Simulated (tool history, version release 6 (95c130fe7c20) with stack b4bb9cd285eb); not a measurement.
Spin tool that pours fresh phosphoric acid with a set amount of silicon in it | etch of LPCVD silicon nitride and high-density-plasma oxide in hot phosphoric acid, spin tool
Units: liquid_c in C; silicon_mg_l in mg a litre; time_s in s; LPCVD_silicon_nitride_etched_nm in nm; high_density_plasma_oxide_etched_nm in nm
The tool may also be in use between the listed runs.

run,hour,liquid_c,silicon_mg_l,time_s,LPCVD_silicon_nitride_etched_nm,high_density_plasma_oxide_etched_nm
1,0.0,164.0,12.0,135,14.6870,0.49785
2,6.3,162.5,12.0,135,13.8540,0.40246
3,11.1,162.5,9.5,130,13.3580,0.44270
4,15.6,162.5,12.0,130,13.2520,0.44238
5,20.6,162.5,12.0,90,9.2106,0.27426
6,23.6,163.5,12.0,95,9.9556,0.29587
7,30.3,164.5,10.5,95,10.3370,0.39782

Forecast run 8:
8,36.2,166.5,18.0,110,?,?

Run 8 gave LPCVD_silicon_nitride_etched_nm 12.9680 nm, high_density_plasma_oxide_etched_nm 0.41579 nm.

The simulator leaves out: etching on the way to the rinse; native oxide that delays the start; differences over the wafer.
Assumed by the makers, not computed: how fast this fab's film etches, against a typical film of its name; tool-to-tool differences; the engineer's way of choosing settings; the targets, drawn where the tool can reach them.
